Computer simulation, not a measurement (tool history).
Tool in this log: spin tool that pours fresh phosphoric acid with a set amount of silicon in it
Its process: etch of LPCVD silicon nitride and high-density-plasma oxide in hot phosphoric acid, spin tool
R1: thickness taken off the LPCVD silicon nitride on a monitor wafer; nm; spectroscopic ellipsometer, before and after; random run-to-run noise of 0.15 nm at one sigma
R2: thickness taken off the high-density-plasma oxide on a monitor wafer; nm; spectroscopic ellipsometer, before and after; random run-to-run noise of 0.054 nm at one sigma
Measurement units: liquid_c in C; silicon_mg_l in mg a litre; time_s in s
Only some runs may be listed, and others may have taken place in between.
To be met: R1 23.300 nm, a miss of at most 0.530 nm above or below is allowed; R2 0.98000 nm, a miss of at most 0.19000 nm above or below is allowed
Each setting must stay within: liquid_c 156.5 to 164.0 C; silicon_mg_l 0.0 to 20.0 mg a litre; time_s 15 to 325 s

{"run": 1, "hour": 0.0, "liquid_c": 159.0, "silicon_mg_l": 9.0, "time_s": 165, "R1": 15.096, "R2": 0.54777}
{"run": 2, "hour": 1.1, "liquid_c": 159.0, "silicon_mg_l": 4.5, "time_s": 165, "R1": 14.933, "R2": 0.61944}
{"run": 3, "hour": 6.7, "liquid_c": 159.5, "silicon_mg_l": 5.0, "time_s": 170, "R1": 15.624, "R2": 0.57976}
{"run": 4, "hour": 11.2, "liquid_c": 159.5, "silicon_mg_l": 4.5, "time_s": 180, "R1": 16.582, "R2": 0.55816}
{"run": 5, "hour": 18.9, "liquid_c": 159.0, "silicon_mg_l": 4.0, "time_s": 190, "R1": 17.011, "R2": 0.6456}
{"run": 6, "hour": 27.1, "liquid_c": 159.0, "silicon_mg_l": 3.5, "time_s": 195, "R1": 17.617, "R2": 0.66726}
{"run": 7, "hour": 34.0, "liquid_c": 159.0, "silicon_mg_l": 3.0, "time_s": 200, "R1": 17.904, "R2": 0.75413}
{"run": 8, "hour": 37.0, "liquid_c": 159.0, "silicon_mg_l": 2.5, "time_s": 205, "R1": 18.651, "R2": 0.7162}
{"run": 9, "hour": 46.0, "liquid_c": 159.0, "silicon_mg_l": 2.0, "time_s": 210, "R1": 18.831, "R2": 0.73324}
{"run": 10, "hour": 51.8, "liquid_c": 159.0, "silicon_mg_l": 2.0, "time_s": 215, "R1": 19.168, "R2": 0.75979}
{"run": 11, "hour": 58.4, "liquid_c": 159.0, "silicon_mg_l": 2.0, "time_s": 220, "R1": 19.825, "R2": 0.77053}
{"run": 12, "hour": 67.0, "liquid_c": 159.0, "silicon_mg_l": 2.0, "time_s": 225, "R1": 20.159, "R2": 0.81243}
{"run": 13, "hour": 74.6, "liquid_c": 160.0, "silicon_mg_l": 1.0, "time_s": 235, "R1": 21.876, "R2": 0.86233}
{"run": 14, "hour": 76.6, "liquid_c": 160.5, "silicon_mg_l": 0.5, "time_s": 240, "R1": 22.496, "R2": 1.1113}
{"run": 15, "hour": 85.1, "liquid_c": 160.5, "silicon_mg_l": 1.0, "time_s": 240, "R1": 22.518, "R2": 1.0006}
{"run": 16, "hour": 88.3, "liquid_c": 160.5, "silicon_mg_l": 1.5, "time_s": 240, "R1": 22.73, "R2": 0.99486}
{"run": 17, "hour": 95.4, "liquid_c": 160.5, "silicon_mg_l": 2.0, "time_s": 240, "R1": 22.846, "R2": 1.0344}
{"run": 18, "hour": 98.0, "liquid_c": 160.5, "silicon_mg_l": 2.5, "time_s": 240, "R1": 22.885, "R2": 0.9304}

5 candidate next runs follow, results not yet known. Just one meets every target within its allowed miss. Identify it.
{"run": "A", "hour": 100.6, "liquid_c": 160.5, "silicon_mg_l": 6.5, "time_s": 235, "R1": "?", "R2": "?"}
{"run": "B", "hour": 100.6, "liquid_c": 162.0, "silicon_mg_l": 0.0, "time_s": 225, "R1": "?", "R2": "?"}
{"run": "C", "hour": 100.6, "liquid_c": 158.5, "silicon_mg_l": 2.5, "time_s": 265, "R1": "?", "R2": "?"}
{"run": "D", "hour": 100.6, "liquid_c": 160.5, "silicon_mg_l": 4.5, "time_s": 235, "R1": "?", "R2": "?"}
{"run": "E", "hour": 100.6, "liquid_c": 162.5, "silicon_mg_l": 8.0, "time_s": 215, "R1": "?", "R2": "?"}

move=A R1=22.078 R2=0.85609
move=B R1=22.224 R2=1.03810
move=C R1=23.276 R2=0.90075
move=D R1=22.078 R2=0.89140
move=E R1=21.593 R2=0.87936
A: the biggest miss grows against the last run
B: the biggest miss grows against the last run
C: all results in spec
D: the biggest miss grows against the last run
E: the biggest miss grows against the last run
So the answer is move C, the one that meets all the targets.

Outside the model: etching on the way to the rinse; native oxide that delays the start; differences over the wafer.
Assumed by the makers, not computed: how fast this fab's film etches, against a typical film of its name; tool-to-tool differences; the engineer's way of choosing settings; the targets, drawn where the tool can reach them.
